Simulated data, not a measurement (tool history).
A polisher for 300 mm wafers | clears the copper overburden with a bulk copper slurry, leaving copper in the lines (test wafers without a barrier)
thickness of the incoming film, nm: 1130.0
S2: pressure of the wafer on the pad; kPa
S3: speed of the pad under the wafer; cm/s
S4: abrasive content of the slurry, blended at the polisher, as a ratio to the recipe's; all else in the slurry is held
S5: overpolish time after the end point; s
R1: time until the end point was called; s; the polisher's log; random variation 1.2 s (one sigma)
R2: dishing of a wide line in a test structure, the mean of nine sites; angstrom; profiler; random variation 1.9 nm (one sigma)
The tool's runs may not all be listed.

run 1 day=0.000 | flow_of_slurry_(ml/min)=150 S2=19.3 S3=112 S4=1.0 S5=29 | R1=107.560 R2=1220.5
run 2 day=0.033 | flow_of_slurry_(ml/min)=180 S2=19.3 S3=112 S4=1.0 S5=29 | R1=103.920 R2=1260.4
run 3 day=0.154 | flow_of_slurry_(ml/min)=180 S2=19.3 S3=138 S4=1.0 S5=29 | R1=85.992 R2=1394.9
run 4 day=0.379 | flow_of_slurry_(ml/min)=180 S2=20.0 S3=140 S4=1.0 S5=27 | R1=83.773 R2=1375.4
run 5 day=0.408 | flow_of_slurry_(ml/min)=180 S2=20.0 S3=160 S4=1.0 S5=27 | R1=73.198 R2=1414.3
run 6 day=0.496 | flow_of_slurry_(ml/min)=180 S2=20.0 S3=140 S4=1.0 S5=27 | R1=83.817 R2=1373.1
run 7 day=0.608 | flow_of_slurry_(ml/min)=180 S2=20.7 S3=142 S4=1.0 S5=25 | R1=79.797 R2=1350.7
run 8 day=0.658 | flow_of_slurry_(ml/min)=180 S2=21.4 S3=142 S4=1.0 S5=24 | R1=78.190 R2=1397.0

Forecast run 9:
run 9 day=0.908 | flow_of_slurry_(ml/min)=180 S2=22.1 S3=144 S4=1.0 S5=23 | R1=? R2=?

R1: 75.287 s
R2: 1411.6 angstrom
